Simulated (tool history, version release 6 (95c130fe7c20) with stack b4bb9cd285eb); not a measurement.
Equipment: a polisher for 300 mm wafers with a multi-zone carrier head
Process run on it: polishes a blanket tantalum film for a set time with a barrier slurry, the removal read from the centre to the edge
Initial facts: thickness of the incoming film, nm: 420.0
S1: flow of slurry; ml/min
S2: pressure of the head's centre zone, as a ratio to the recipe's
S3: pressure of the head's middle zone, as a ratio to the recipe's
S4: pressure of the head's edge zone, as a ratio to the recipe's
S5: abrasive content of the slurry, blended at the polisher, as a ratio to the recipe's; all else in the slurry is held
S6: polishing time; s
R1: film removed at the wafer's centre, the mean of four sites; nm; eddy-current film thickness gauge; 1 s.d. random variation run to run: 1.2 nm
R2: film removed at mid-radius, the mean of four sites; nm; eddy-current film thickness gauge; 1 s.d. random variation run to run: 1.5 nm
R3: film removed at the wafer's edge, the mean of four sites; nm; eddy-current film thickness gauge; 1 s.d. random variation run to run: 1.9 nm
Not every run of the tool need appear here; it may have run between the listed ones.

| run | hour | S1 | S2 | S3 | S4 | S5 | S6 | R1 | R2 | R3 |
|---|---|---|---|---|---|---|---|---|---|---|
| 1 | 0 | 170 | 1 | 1 | 1 | 1 | 47 | 90.746 | 91.133 | 89.288 |
| 2 | 5.8 | 170 | 1 | 1 | 1 | 1 | 42 | 80.982 | 82.56 | 77.872 |
| 3 | 9.6 | 170 | 1 | 1 | 1 | 1 | 51 | 98.673 | 98.748 | 98.928 |
| 4 | 15.6 | 205 | 1 | 1 | 1 | 1 | 51 | 100.9 | 102.02 | 99.39 |
| 5 | 20.4 | 200 | 1.03 | 1.01 | 1.02 | 1.1 | 52 | 108.28 | 106.1 | 106.44 |
| 6 | 25.5 | 205 | 1.06 | 1.03 | 1.03 | 1.2 | 53 | 116.4 | 114.01 | 109.61 |
| 7 | 27.5 | 205 | 1.07 | 1.03 | 1.05 | 1.25 | 54 | 121.17 | 117.22 | 113.97 |
| 8 | 34.9 | 205 | 1.07 | 1.03 | 1.05 | 1.25 | 54 | 121.09 | 115.57 | 116.65 |
| 9 | 39.7 | 210 | 1.09 | 1.05 | 1.06 | 1.3 | 54 | 123.21 | 122.69 | 115.1 |

What does the tool deliver on the next run?
| 10 | 41.5 | 215 | 1.1 | 1.04 | 1.07 | 1.35 | 55 | ? | ? | ? |

Logged for run 10: R1 127.77 nm, R2 122.86 nm, R3 120.85 nm.
